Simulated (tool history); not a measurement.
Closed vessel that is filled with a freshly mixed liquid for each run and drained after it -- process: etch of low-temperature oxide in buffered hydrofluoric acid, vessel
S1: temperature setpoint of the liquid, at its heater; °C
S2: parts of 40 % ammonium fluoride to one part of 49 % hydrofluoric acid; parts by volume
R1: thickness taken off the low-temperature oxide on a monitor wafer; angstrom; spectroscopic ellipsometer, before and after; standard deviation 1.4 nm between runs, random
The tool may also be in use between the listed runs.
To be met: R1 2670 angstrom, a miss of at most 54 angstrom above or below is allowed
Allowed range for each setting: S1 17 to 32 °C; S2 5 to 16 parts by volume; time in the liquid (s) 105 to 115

Run 1, day 0: S1 24 °C, S2 9.5 parts by volume, time in the liquid (s) 105. Result: R1 4640.2 angstrom.
Run 2, day 0.354: S1 22.5 °C, S2 10 parts by volume, time in the liquid (s) 105. Result: R1 4036 angstrom.
Run 3, day 0.396: S1 22.5 °C, S2 10 parts by volume, time in the liquid (s) 105. Result: R1 4006.4 angstrom.
Run 4, day 0.683: S1 21.5 °C, S2 10 parts by volume, time in the liquid (s) 105. Result: R1 3798.9 angstrom.
Run 5, day 0.954: S1 20.5 °C, S2 10 parts by volume, time in the liquid (s) 105. Result: R1 3604.1 angstrom.
Run 6, day 1.092: S1 19.5 °C, S2 10 parts by volume, time in the liquid (s) 105. Result: R1 3434.1 angstrom.
Run 7, day 1.296: S1 19 °C, S2 10.5 parts by volume, time in the liquid (s) 105. Result: R1 3161.1 angstrom.
Run 8, day 1.5: S1 18.5 °C, S2 10.5 parts by volume, time in the liquid (s) 105. Result: R1 3068.2 angstrom.
Run 9, day 1.683: S1 18 °C, S2 10.5 parts by volume, time in the liquid (s) 105. Result: R1 2976.8 angstrom.
Run 10, day 1.996: S1 17.5 °C, S2 11 parts by volume, time in the liquid (s) 105. Result: R1 2780.4 angstrom.

Exactly one of the 4 candidate moves below puts every result within its allowed miss. Which one?
Run A, day 2.308: S1 18 °C, S2 12.5 parts by volume, time in the liquid (s) 105. Result: R1 ?.
Run B, day 2.308: S1 17.5 °C, S2 12 parts by volume, time in the liquid (s) 110. Result: R1 ?.
Run C, day 2.308: S1 17.5 °C, S2 11.5 parts by volume, time in the liquid (s) 110. Result: R1 ?.
Run D, day 2.308: S1 17 °C, S2 12.5 parts by volume, time in the liquid (s) 110. Result: R1 ?.

move      R1
   A  2527.1
   B  2678.4
   C  2792.7
   D  2500.8
A: pushes the last run's worst result past its target
B: all results land within tolerance of their targets
C: misses by more than the last run did
D: pushes the last run's worst result past its target
The right move is B.
